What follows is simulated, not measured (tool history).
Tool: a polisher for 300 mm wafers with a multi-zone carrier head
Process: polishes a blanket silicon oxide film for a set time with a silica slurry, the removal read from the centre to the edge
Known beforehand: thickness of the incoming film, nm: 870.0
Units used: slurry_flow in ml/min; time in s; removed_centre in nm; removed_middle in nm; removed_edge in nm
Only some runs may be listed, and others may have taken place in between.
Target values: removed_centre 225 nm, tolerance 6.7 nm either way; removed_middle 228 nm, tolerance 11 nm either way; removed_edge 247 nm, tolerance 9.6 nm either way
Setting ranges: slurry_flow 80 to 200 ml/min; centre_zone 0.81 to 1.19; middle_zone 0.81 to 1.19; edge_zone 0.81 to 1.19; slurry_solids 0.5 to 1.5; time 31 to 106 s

run	day	slurry_flow	centre_zone	middle_zone	edge_zone	slurry_solids	time	removed_centre	removed_middle	removed_edge
1	0	130	1	1	1	1	68	176.47	163.55	167.57
2	0.35	160	1	1	1	1	68	185.7	166.62	176.18
3	0.496	160	1	1	0.92	1	68	185.49	166.45	164.5
4	0.792	160	1	1.07	0.92	1	68	188.69	176.31	165.88
5	1.054	165	0.99	1.08	0.97	1.1	68	193.45	190.1	180.68
6	1.425	170	0.99	1.08	1.01	1.15	68	197.59	197.82	188.85
7	1.479	170	0.99	1.08	1.01	1.15	68	200.18	193.21	189.36
8	1.621	170	0.98	1.08	1.04	1.2	68	200.35	199.39	197.63
9	1.746	175	0.98	1.08	1.07	1.25	68	205.79	207	203.52
10	2.017	175	0.97	1.06	1.09	1.3	69	213.17	203.18	210.97
11	2.246	175	0.96	1.07	1.11	1.35	70	215.86	216.83	220.21
12	2.546	175	0.95	1.06	1.13	1.4	70	215.3	215.27	224.65
13	2.75	175	0.94	1.06	1.14	1.4	70	214.13	213.01	227.12
14	2.992	175	0.94	1.06	1.15	1.4	70	212.73	216.07	222.23

Which single option among these 4 for the next run brings every result within its allowed miss of target? Just one does.
A	3.233	155	0.83	0.92	0.94	1.45	85	?	?	?
B	3.233	175	0.82	1.02	1.19	1.45	78	?	?	?
C	3.233	185	0.94	1.01	1.19	1.5	67	?	?	?
D	3.233	165	0.95	1.01	1.18	1.5	68	?	?	?

move	removed_centre	removed_middle	removed_edge
A	226.39	231.9	248.83
B	210.7	237.27	260.59
C	211.46	206.52	228.35
D	212.08	205.48	227.4
A: every result within its allowed miss
B: takes the result that was furthest off past its target
C: closes in on the targets versus the last run, not all within tolerance yet
D: closes in on the targets versus the last run, not all within tolerance yet
Move A is the one to make.
